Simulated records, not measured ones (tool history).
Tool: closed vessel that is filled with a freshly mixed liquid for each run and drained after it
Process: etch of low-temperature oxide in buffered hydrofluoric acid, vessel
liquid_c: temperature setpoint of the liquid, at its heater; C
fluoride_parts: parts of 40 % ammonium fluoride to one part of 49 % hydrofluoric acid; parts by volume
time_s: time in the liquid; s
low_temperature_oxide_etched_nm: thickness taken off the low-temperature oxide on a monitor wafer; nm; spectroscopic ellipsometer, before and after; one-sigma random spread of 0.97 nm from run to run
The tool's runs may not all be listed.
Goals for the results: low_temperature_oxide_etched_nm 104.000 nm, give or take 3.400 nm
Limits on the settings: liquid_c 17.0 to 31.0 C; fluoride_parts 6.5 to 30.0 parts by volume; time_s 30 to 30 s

| run | day | liquid_c | fluoride_parts | time_s | low_temperature_oxide_etched_nm |
|---|---|---|---|---|---|
| 1 | 0.000 | 23.0 | 18.5 | 30 | 46.538 |
| 2 | 0.088 | 25.5 | 16.0 | 30 | 63.137 |
| 3 | 0.188 | 25.5 | 16.0 | 30 | 62.228 |
| 4 | 0.521 | 27.0 | 15.0 | 30 | 72.313 |
| 5 | 0.812 | 27.0 | 17.5 | 30 | 62.247 |
| 6 | 1.162 | 27.0 | 15.0 | 30 | 73.320 |
| 7 | 1.204 | 31.0 | 12.0 | 30 | 111.730 |
| 8 | 1.475 | 31.0 | 12.0 | 30 | 112.620 |
| 9 | 1.838 | 30.5 | 12.0 | 30 | 110.010 |

Next run, 5 choices. One meets every target within its allowed miss, the rest don't. Which?
| A | 2.200 | 29.5 | 12.5 | 30 | ? |
| B | 2.200 | 29.0 | 12.5 | 30 | ? |
| C | 2.200 | 30.5 | 13.5 | 30 | ? |
| D | 2.200 | 31.0 | 13.0 | 30 | ? |
| E | 2.200 | 31.0 | 11.5 | 30 | ? |

| move | low_temperature_oxide_etched_nm |
|---|---|
| A | 98.692 |
| B | 96.122 |
| C | 96.476 |
| D | 102.750 |
| E | 115.810 |
A: pushes the last run's worst result past its target
B: pushes the last run's worst result past its target
C: pushes the last run's worst result past its target
D: every result within its allowed miss
E: further off than the last run
Answer: D
